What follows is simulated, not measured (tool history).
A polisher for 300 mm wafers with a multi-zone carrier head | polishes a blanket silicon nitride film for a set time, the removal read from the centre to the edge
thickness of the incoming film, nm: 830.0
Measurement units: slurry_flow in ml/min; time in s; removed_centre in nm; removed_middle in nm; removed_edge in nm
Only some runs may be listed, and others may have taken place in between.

run 1 day=0 | slurry_flow=160 centre_zone=1 middle_zone=1 edge_zone=1 time=63 | removed_centre=172.93 removed_middle=172.88 removed_edge=171.7
run 2 day=0.083 | slurry_flow=140 centre_zone=1 middle_zone=1 edge_zone=1 time=63 | removed_centre=167.41 removed_middle=168.88 removed_edge=170.56
run 3 day=0.283 | slurry_flow=140 centre_zone=1.06 middle_zone=1 edge_zone=1 time=63 | removed_centre=174.88 removed_middle=169.53 removed_edge=170.1
run 4 day=0.55 | slurry_flow=130 centre_zone=1.02 middle_zone=1.03 edge_zone=0.99 time=63 | removed_centre=167.64 removed_middle=167.55 removed_edge=166.05
run 5 day=0.867 | slurry_flow=125 centre_zone=0.97 middle_zone=1.07 edge_zone=0.99 time=63 | removed_centre=156.47 removed_middle=167.71 removed_edge=163.62
run 6 day=1.075 | slurry_flow=120 centre_zone=0.94 middle_zone=1.1 edge_zone=0.98 time=64 | removed_centre=153.9 removed_middle=177.73 removed_edge=163.94
run 7 day=1.35 | slurry_flow=100 centre_zone=0.86 middle_zone=1.09 edge_zone=0.98 time=64 | removed_centre=131.91 removed_middle=164.3 removed_edge=158.42

Estimate the outcome of run 8 from the log above:
run 8 day=1.442 | slurry_flow=105 centre_zone=0.86 middle_zone=1.09 edge_zone=0.97 time=64 | removed_centre=? removed_middle=? removed_edge=?

{"run 8": {"removed_centre": 133.73, "removed_middle": 171.03, "removed_edge": 158.9}}

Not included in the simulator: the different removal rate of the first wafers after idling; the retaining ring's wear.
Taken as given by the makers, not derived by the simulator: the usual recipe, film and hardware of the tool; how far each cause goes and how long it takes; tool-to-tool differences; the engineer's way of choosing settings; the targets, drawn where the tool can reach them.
